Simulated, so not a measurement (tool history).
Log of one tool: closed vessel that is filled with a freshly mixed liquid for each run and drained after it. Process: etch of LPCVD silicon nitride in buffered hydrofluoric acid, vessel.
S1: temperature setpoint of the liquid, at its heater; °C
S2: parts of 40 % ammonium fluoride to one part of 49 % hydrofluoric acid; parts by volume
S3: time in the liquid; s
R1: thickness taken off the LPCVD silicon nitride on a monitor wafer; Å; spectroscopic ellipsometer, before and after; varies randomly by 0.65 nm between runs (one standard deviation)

run,day,S1,S2,S3,R1
1,0,24,13.5,2825,343.81
2,0.167,25,13,2825,372.86
3,0.225,25,13,3035,405.19
4,0.471,26,12.5,3035,439.48
5,0.558,26,9.5,3035,574.82
6,0.692,26.5,9.5,3035,588.42
7,0.779,27,9.5,3035,603.61
8,0.896,27.5,9.5,3035,624.61
9,1.183,28,9.5,3035,628.94

Predict the results of run 10:
10,1.542,28.5,9.5,3035,?

{"run 10": {"R1": 649.87}}

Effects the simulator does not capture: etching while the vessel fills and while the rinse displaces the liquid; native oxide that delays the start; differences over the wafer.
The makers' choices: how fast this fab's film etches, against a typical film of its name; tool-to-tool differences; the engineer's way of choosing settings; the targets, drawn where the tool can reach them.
